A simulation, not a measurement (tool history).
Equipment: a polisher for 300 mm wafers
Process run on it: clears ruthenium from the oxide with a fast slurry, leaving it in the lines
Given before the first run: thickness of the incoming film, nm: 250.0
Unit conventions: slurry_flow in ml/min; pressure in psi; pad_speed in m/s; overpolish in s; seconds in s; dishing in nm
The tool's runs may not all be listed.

Run 1, day 0: slurry_flow 165 ml/min, pressure 2.6 psi, pad_speed 0.9 m/s, slurry_solids 1, overpolish 12 s. Result: seconds 69.805 s, dishing 30.113 nm.
Run 2, day 0.325: slurry_flow 165 ml/min, pressure 3.1 psi, pad_speed 0.9 m/s, slurry_solids 1, overpolish 12 s. Result: seconds 59.516 s, dishing 33.882 nm.
Run 3, day 0.421: slurry_flow 165 ml/min, pressure 3.3 psi, pad_speed 0.9 m/s, slurry_solids 1, overpolish 12 s. Result: seconds 57.891 s, dishing 35.461 nm.
Run 4, day 0.55: slurry_flow 165 ml/min, pressure 3.3 psi, pad_speed 1.12 m/s, slurry_solids 1, overpolish 12 s. Result: seconds 45.952 s, dishing 42.531 nm.
Run 5, day 0.675: slurry_flow 165 ml/min, pressure 3 psi, pad_speed 1.14 m/s, slurry_solids 0.9, overpolish 10 s. Result: seconds 52.141 s, dishing 33.714 nm.
Run 6, day 0.875: slurry_flow 150 ml/min, pressure 2.7 psi, pad_speed 1.08 m/s, slurry_solids 1.05, overpolish 8 s. Result: seconds 55.929 s, dishing 24.599 nm.
Run 7, day 1.029: slurry_flow 135 ml/min, pressure 2.3 psi, pad_speed 1.08 m/s, slurry_solids 1.15, overpolish 7 s. Result: seconds 63.472 s, dishing 20.53 nm.
Run 8, day 1.225: slurry_flow 125 ml/min, pressure 2.1 psi, pad_speed 1.08 m/s, slurry_solids 1.25, overpolish 6 s. Result: seconds 69.123 s, dishing 16.271 nm.
Run 9, day 1.558: slurry_flow 120 ml/min, pressure 2 psi, pad_speed 1.1 m/s, slurry_solids 1.3, overpolish 5 s. Result: seconds 69.576 s, dishing 13.355 nm.
Run 10, day 1.821: slurry_flow 120 ml/min, pressure 2 psi, pad_speed 1.1 m/s, slurry_solids 1.35, overpolish 5 s. Result: seconds 69.185 s, dishing 13.541 nm.
Run 11, day 1.946: slurry_flow 115 ml/min, pressure 2 psi, pad_speed 1.1 m/s, slurry_solids 1.4, overpolish 5 s. Result: seconds 68.315 s, dishing 13.792 nm.
Run 12, day 1.975: slurry_flow 110 ml/min, pressure 1.9 psi, pad_speed 1.14 m/s, slurry_solids 1.45, overpolish 5 s. Result: seconds 68.69 s, dishing 13.93 nm.

Forecast run 13:
Run 13, day 2.058: slurry_flow 160 ml/min, pressure 1.9 psi, pad_speed 1.04 m/s, slurry_solids 1.2, overpolish 4 s. Result: seconds ?, dishing ?.

Logged for run 13: seconds 74.515 s, dishing 10.338 nm.
